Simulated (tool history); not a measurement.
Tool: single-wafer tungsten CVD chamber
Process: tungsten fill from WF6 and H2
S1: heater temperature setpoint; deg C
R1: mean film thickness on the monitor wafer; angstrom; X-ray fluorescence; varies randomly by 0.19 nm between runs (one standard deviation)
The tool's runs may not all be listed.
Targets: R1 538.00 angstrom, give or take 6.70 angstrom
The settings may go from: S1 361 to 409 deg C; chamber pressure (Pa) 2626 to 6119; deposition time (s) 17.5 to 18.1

{"run": 1, "hour": 0.0, "S1": 385, "chamber pressure (Pa)": 4373, "deposition time (s)": 17.5, "R1": 361.34}
{"run": 2, "hour": 2.6, "S1": 387, "chamber pressure (Pa)": 4373, "deposition time (s)": 17.5, "R1": 378.63}
{"run": 3, "hour": 11.5, "S1": 387, "chamber pressure (Pa)": 4680, "deposition time (s)": 17.5, "R1": 391.89}
{"run": 4, "hour": 18.0, "S1": 387, "chamber pressure (Pa)": 4680, "deposition time (s)": 18.1, "R1": 405.47}
{"run": 5, "hour": 26.9, "S1": 389, "chamber pressure (Pa)": 4680, "deposition time (s)": 18.1, "R1": 424.02}
{"run": 6, "hour": 31.7, "S1": 385, "chamber pressure (Pa)": 4680, "deposition time (s)": 18.1, "R1": 386.5}
{"run": 7, "hour": 37.8, "S1": 387, "chamber pressure (Pa)": 4680, "deposition time (s)": 18.1, "R1": 405.24}
{"run": 8, "hour": 46.0, "S1": 389, "chamber pressure (Pa)": 4680, "deposition time (s)": 18.1, "R1": 423.36}

Consider the 5 candidate settings below. Which is the only one whose results all fall within their allowed miss of target?
{"run": "A", "hour": 54.2, "S1": 385, "chamber pressure (Pa)": 4160, "deposition time (s)": 17.5, "R1": "?"}
{"run": "B", "hour": 54.2, "S1": 400, "chamber pressure (Pa)": 4693, "deposition time (s)": 18.1, "R1": "?"}
{"run": "C", "hour": 54.2, "S1": 380, "chamber pressure (Pa)": 4000, "deposition time (s)": 17.6, "R1": "?"}
{"run": "D", "hour": 54.2, "S1": 380, "chamber pressure (Pa)": 3933, "deposition time (s)": 17.5, "R1": "?"}
{"run": "E", "hour": 54.2, "S1": 384, "chamber pressure (Pa)": 4653, "deposition time (s)": 18.1, "R1": "?"}

move=A R1=353.54
move=B R1=537.30
move=C R1=310.91
move=D R1=306.47
move=E R1=378.28
A: further off than the last run
B: all results in spec
C: further off than the last run
D: further off than the last run
E: further off than the last run
Go with B: it meets all targets.

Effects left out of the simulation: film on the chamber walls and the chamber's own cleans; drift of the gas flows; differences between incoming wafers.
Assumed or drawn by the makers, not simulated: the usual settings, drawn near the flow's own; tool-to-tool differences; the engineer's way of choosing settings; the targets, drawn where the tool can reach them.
